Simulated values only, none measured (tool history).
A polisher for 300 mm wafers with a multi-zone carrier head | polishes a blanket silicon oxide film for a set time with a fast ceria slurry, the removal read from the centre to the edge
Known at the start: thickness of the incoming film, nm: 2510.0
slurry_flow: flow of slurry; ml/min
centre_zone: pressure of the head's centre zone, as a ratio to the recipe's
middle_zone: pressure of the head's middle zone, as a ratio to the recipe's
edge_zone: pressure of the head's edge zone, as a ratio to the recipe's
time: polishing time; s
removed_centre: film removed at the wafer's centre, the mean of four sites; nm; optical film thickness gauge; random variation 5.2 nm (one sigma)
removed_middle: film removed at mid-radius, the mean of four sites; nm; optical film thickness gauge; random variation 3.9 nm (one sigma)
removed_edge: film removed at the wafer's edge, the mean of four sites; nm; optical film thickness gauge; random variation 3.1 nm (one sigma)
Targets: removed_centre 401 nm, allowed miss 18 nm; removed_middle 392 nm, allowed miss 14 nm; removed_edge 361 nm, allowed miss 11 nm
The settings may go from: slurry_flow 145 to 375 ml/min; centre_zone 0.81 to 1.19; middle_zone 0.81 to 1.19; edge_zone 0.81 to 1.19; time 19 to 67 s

{"run": 1, "hour": 0.0, "slurry_flow": 240, "centre_zone": 1, "middle_zone": 1, "edge_zone": 1, "time": 43, "removed_centre": 620.47, "removed_middle": 642.93, "removed_edge": 624.87}
{"run": 2, "hour": 5.0, "slurry_flow": 240, "centre_zone": 1, "middle_zone": 0.95, "edge_zone": 1, "time": 43, "removed_centre": 632.89, "removed_middle": 628.76, "removed_edge": 629.55}
{"run": 3, "hour": 10.9, "slurry_flow": 200, "centre_zone": 1, "middle_zone": 0.95, "edge_zone": 1, "time": 43, "removed_centre": 622.79, "removed_middle": 605.44, "removed_edge": 599.32}
{"run": 4, "hour": 16.2, "slurry_flow": 150, "centre_zone": 1, "middle_zone": 0.95, "edge_zone": 1, "time": 43, "removed_centre": 592.72, "removed_middle": 587.65, "removed_edge": 600.43}
{"run": 5, "hour": 24.5, "slurry_flow": 150, "centre_zone": 1.06, "middle_zone": 0.95, "edge_zone": 1, "time": 43, "removed_centre": 614.73, "removed_middle": 589.19, "removed_edge": 596.35}
{"run": 6, "hour": 32.3, "slurry_flow": 150, "centre_zone": 1.06, "middle_zone": 0.99, "edge_zone": 1, "time": 43, "removed_centre": 613.71, "removed_middle": 603.39, "removed_edge": 589.87}
{"run": 7, "hour": 35.7, "slurry_flow": 150, "centre_zone": 1.06, "middle_zone": 0.99, "edge_zone": 0.99, "time": 41, "removed_centre": 601.8, "removed_middle": 571.7, "removed_edge": 558.6}
{"run": 8, "hour": 43.2, "slurry_flow": 150, "centre_zone": 1.04, "middle_zone": 1, "edge_zone": 0.98, "time": 39, "removed_centre": 554.89, "removed_middle": 546.89, "removed_edge": 523.76}
{"run": 9, "hour": 48.8, "slurry_flow": 150, "centre_zone": 1.03, "middle_zone": 1, "edge_zone": 0.97, "time": 37, "removed_centre": 526.44, "removed_middle": 520.95, "removed_edge": 507.37}
{"run": 10, "hour": 49.9, "slurry_flow": 150, "centre_zone": 1.03, "middle_zone": 1.01, "edge_zone": 0.96, "time": 35, "removed_centre": 500.2, "removed_middle": 494.97, "removed_edge": 469.6}
{"run": 11, "hour": 53.1, "slurry_flow": 160, "centre_zone": 1, "middle_zone": 0.97, "edge_zone": 0.86, "time": 25, "removed_centre": 342.7, "removed_middle": 346.05, "removed_edge": 327.76}

Which of these 4 next moves meets every target?
{"run": "A", "hour": 56.3, "slurry_flow": 185, "centre_zone": 1.03, "middle_zone": 0.99, "edge_zone": 0.86, "time": 27, "removed_centre": "?", "removed_middle": "?", "removed_edge": "?"}
{"run": "B", "hour": 56.3, "slurry_flow": 155, "centre_zone": 1.17, "middle_zone": 0.92, "edge_zone": 0.95, "time": 24, "removed_centre": "?", "removed_middle": "?", "removed_edge": "?"}
{"run": "C", "hour": 56.3, "slurry_flow": 190, "centre_zone": 1.17, "middle_zone": 1, "edge_zone": 0.81, "time": 24, "removed_centre": "?", "removed_middle": "?", "removed_edge": "?"}
{"run": "D", "hour": 56.3, "slurry_flow": 245, "centre_zone": 1.09, "middle_zone": 1.16, "edge_zone": 0.81, "time": 24, "removed_centre": "?", "removed_middle": "?", "removed_edge": "?"}

move=A removed_centre=392.57 removed_middle=383.67 removed_edge=361.04
move=B removed_centre=385.59 removed_middle=318.03 removed_edge=328.54
move=C removed_centre=398.31 removed_middle=344.1 removed_edge=314.19
move=D removed_centre=383.89 removed_middle=389.44 removed_edge=320.82
A: meets every target
B: further off than the last run
C: further off than the last run
D: brings the result that was furthest off to its target, and leaves another outside
Move A is the one to make.
